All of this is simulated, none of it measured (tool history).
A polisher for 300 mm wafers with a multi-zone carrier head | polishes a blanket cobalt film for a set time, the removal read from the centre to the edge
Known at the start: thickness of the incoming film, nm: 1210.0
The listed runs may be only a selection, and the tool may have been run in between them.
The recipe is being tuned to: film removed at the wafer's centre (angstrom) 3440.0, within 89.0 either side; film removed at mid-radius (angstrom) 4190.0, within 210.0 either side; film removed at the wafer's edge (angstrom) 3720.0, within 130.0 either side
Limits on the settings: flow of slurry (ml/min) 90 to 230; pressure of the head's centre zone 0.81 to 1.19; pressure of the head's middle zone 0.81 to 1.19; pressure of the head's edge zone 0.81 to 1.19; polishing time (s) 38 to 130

run,day,flow of slurry (ml/min),pressure of the head's centre zone,pressure of the head's middle zone,pressure of the head's edge zone,polishing time (s),film removed at the wafer's centre (angstrom),film removed at mid-radius (angstrom),film removed at the wafer's edge (angstrom)
1,0.000,150,1.00,1.00,1.00,84,2780.6,2833.2,2814.4
2,0.179,160,1.00,1.04,1.03,87,2914.7,3036.9,3038.6
3,0.462,170,0.99,1.08,1.02,90,2983.4,3254.1,3098.0
4,0.712,140,0.99,1.08,1.02,90,2908.0,3084.4,3080.1
5,1.042,140,0.96,1.08,1.02,90,2823.1,3151.8,3036.1
6,1.283,140,1.04,1.08,1.02,90,3006.8,3141.9,3132.9
7,1.442,140,1.04,1.08,1.02,90,3030.7,3134.7,3075.2
8,1.475,155,1.02,1.11,1.03,93,3107.5,3409.6,3275.2
9,1.750,170,1.02,1.13,1.04,94,3202.4,3471.0,3275.1
10,1.921,175,1.00,1.14,1.04,97,3234.5,3758.0,3360.9
11,2.021,180,1.00,1.15,1.06,98,3322.3,3651.8,3469.6
12,2.388,180,0.99,1.16,1.06,100,3370.9,3865.7,3527.9
13,2.704,180,0.98,1.17,1.06,101,3366.0,3819.8,3601.9
14,2.771,180,0.98,1.17,1.06,101,3399.8,3843.5,3551.3
15,2.850,180,0.96,1.17,1.06,103,3372.2,3964.4,3696.4
16,2.896,185,0.96,1.17,1.05,103,3394.5,3976.4,3689.8
17,3.171,190,0.96,1.17,1.04,103,3376.1,3920.2,3642.0

Which one of the following 5 next-run settings gets every result inside its allowed miss? There is exactly one.
A,3.446,190,0.90,1.14,1.07,111,?,?,?
B,3.446,140,0.94,1.19,0.97,112,?,?,?
C,3.446,145,0.85,1.06,1.03,121,?,?,?
D,3.446,200,1.04,1.13,1.08,99,?,?,?
E,3.446,165,0.91,1.16,1.11,111,?,?,?

move,film removed at the wafer's centre (angstrom),film removed at mid-radius (angstrom),film removed at the wafer's edge (angstrom)
A,3444.3,4242.1,4013.7
B,3448.8,4232.8,3760.3
C,3420.9,4234.5,4191.4
D,3526.6,3781.5,3612.3
E,3407.3,4215.7,4025.4
A: brings the result that was furthest off to its target, and leaves another outside
B: every result lands within tolerance
C: brings the result that was furthest off to its target, and leaves another outside
D: further off than the last run
E: brings the result that was furthest off to its target, and leaves another outside
B is the move that brings every result within its allowed miss.
